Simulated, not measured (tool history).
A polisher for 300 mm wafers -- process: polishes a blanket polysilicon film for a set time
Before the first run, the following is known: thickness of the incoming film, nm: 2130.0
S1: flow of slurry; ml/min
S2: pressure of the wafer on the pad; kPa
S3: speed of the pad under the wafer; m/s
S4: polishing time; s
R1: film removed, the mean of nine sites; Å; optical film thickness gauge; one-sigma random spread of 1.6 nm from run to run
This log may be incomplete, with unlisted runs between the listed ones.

run	day	S1	S2	S3	S4	R1
1	0	240	16.5	0.96	57	3815.2
2	0.362	240	16.5	0.96	52	3462
3	0.479	240	15.2	0.96	52	3189.4
4	0.85	240	15.2	0.96	57	3522.2
5	1.054	240	15.2	0.84	57	3212.1
6	1.121	240	14.5	0.82	57	2969.2

Forecast run 7:
7	1.354	240	13.8	0.82	57	?

{"run 7": {"R1": 2852}}

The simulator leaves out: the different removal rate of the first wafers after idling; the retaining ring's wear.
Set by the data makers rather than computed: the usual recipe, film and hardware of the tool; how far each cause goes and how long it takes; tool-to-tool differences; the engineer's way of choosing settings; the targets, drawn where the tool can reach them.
